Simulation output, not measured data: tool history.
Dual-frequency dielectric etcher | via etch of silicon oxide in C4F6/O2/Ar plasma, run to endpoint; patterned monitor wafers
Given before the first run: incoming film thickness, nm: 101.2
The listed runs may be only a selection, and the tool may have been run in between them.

run	hour	bias power (W)	source power (W)	Ar flow (sccm)	endpoint time (s)
1	0	496	390	267	22.211
2	4.8	496	390	229	21.541
3	9.9	461	380	232	22.741
4	18.1	547	380	232	21.307
5	19.9	547	380	214	21.014
6	24.8	505	370	216	21.746

Run 7 comes next. What will it give?
7	26.6	471	360	219	?

endpoint time (s): 22.798

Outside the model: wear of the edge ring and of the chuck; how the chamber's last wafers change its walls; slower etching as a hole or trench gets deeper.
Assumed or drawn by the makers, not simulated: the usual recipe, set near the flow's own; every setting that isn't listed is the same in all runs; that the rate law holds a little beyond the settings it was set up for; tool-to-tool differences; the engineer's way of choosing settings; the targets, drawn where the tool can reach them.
